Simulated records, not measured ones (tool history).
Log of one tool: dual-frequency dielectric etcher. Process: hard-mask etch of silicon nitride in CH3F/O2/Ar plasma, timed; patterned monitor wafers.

run,day,source power (kW),bias power (kW),etch time (s),mean etch depth across the wafer (angstrom)
1,0.000,0.520,0.076,265.0,1956.4
2,0.250,0.590,0.076,265.0,2062.1
3,0.317,0.590,0.070,265.0,1977.2
4,0.425,0.510,0.070,265.0,1863.3
5,0.558,0.570,0.070,265.0,1941.6
6,0.654,0.590,0.071,265.0,1982.8
7,0.783,0.610,0.071,265.0,2013.5

Forecast run 8:
8,0.954,0.630,0.071,265.0,?

{"run 8": {"mean etch depth across the wafer (angstrom)": 2036.8}}
